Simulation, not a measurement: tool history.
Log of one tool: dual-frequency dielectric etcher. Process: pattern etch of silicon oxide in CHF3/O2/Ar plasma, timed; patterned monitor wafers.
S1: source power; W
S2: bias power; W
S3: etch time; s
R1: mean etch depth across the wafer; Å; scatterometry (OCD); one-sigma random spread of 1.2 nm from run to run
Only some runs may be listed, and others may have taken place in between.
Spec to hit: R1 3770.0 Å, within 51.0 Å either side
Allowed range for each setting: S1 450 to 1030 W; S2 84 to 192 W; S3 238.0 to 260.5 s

run	hour	S1	S2	S3	R1
1	0.0	740	138	260.5	5075.1
2	7.4	690	128	257.5	4653.4
3	13.1	600	128	257.5	4338.5
4	16.6	570	126	257.5	4139.3
5	22.0	550	126	257.5	4044.3
6	29.8	540	126	257.5	4016.3
7	33.5	530	126	257.5	3950.4
8	38.0	520	126	257.5	3908.4
9	44.9	510	126	257.5	3886.9

Which single option among these 5 for the next run brings every result within its allowed miss of target? Just one does.
A	51.8	630	87	260.5	?
B	51.8	540	125	251.0	?
C	51.8	550	126	260.5	?
D	51.8	570	132	241.5	?
E	51.8	500	144	257.5	?

move	R1
A	3800.1
B	3919.0
C	4129.9
D	3997.2
E	4073.8
A: all results in spec
B: lands further from the targets than the last run did
C: lands further from the targets than the last run did
D: lands further from the targets than the last run did
E: lands further from the targets than the last run did
A meets every target.

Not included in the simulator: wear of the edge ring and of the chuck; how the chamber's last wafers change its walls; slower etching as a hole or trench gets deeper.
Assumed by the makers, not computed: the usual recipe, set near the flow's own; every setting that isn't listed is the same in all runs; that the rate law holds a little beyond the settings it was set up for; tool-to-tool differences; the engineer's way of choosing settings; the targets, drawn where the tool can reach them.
